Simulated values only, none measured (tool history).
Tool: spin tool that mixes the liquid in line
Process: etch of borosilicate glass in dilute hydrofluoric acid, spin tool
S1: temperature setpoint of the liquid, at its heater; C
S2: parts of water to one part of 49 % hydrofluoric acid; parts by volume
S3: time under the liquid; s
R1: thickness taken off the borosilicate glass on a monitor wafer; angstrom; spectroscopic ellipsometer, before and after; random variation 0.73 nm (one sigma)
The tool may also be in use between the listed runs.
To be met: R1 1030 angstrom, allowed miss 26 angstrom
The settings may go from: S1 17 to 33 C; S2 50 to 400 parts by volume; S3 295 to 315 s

run  hour    S1   S2   S3      R1
  1     0    25  225  295  548.37
  2   7.4    27  210  295  645.41
  3  16.2  28.5  210  295  672.82
  4  21.2  29.5  195  295  758.49
  5  28.6  29.5  195  315  813.52
  6  29.4  29.5  195  295  770.26
  7  36.7  30.5  190  295  813.84
  8  43.3    31  185  295  860.93
  9  51.4  31.5  180  295  911.89
 10    56    32  175  295  958.18
 11  58.3    33  165  295    1058

5 next moves are on the table. One of them brings every result within its allowed miss. Which?
  A  60.6    33  180  315   ?
  B  60.6  32.5  165  305   ?
  C  60.6  29.5  155  315   ?
  D  60.6    33  160  295   ?
  E  60.6  27.5  160  315   ?

move      R1
   A    1012
   B  1072.3
   C  1074.6
   D  1095.6
   E  962.04
A: meets every target
B: further off than the last run
C: further off than the last run
D: further off than the last run
E: takes the result that was furthest off past its target
Answer: A
